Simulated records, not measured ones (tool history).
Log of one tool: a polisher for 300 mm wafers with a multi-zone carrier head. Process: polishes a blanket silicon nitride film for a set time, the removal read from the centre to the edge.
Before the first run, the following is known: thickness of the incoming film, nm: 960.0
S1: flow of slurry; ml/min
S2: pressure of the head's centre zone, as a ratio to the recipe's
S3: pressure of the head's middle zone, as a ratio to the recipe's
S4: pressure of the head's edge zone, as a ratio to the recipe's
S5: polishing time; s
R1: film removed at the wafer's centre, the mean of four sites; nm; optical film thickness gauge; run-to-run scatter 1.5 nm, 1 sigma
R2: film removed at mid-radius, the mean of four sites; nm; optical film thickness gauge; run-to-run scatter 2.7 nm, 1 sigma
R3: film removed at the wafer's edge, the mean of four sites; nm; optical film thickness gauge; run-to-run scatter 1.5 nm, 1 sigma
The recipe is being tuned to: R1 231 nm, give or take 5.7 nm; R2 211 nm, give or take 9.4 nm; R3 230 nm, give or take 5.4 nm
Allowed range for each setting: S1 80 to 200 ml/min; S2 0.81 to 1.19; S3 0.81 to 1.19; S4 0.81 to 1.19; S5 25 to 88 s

run  hour   S1    S2    S3    S4  S5      R1      R2      R3
  1     0  130     1     1     1  56  168.48  163.82  162.31
  2   4.8  130     1     1     1  62   187.5  179.25  180.28
  3  12.3  140     1     1  1.04  63  194.31  185.35   187.8
  4  21.2  155     1     1  1.04  63  197.24  182.62   187.1
  5  25.9  155     1  1.05  1.04  63  198.12  198.83  189.64
     28.9  -- centre zone pressure recalibrated
  6  28.9  155     1  1.05  1.11  63   179.1  200.82  196.08
  7  36.3  160  1.03  1.03  1.13  65  192.03  196.25  207.03
  8  44.8  165  1.05  1.04  1.14  66  200.42   206.9  210.25
  9  50.3  170  1.06  1.03  1.15  67  203.39  209.45  214.56
 10  51.5  175  1.08  1.02  1.16  68  214.08  212.95  218.79

Below are 5 possible settings for the next run. Only one of them brings all results inside the allowed miss of their targets. Which is it?
  A  52.7   95  0.96  1.07  1.19  77   ?   ?   ?
  B  52.7  175  1.03  0.96  1.19  74   ?   ?   ?
  C  52.7  185  1.16  1.03  1.07  68   ?   ?   ?
  D  52.7  190  1.15  0.99  1.19  69   ?   ?   ?
  E  52.7  140  0.96  1.05  1.19  70   ?   ?   ?

move      R1      R2      R3
   A  187.46  220.75   231.1
   B  221.56  218.08  241.99
   C  231.78  214.34  211.92
   D   234.1  211.12   227.6
   E  187.21  214.37  222.49
A: misses by more than the last run did
B: better than the last run, though not everything is in spec
C: the furthest-off result lands on target, but another misses its tolerance
D: hits every target within its allowed miss
E: misses by more than the last run did
Move D is the one to make.
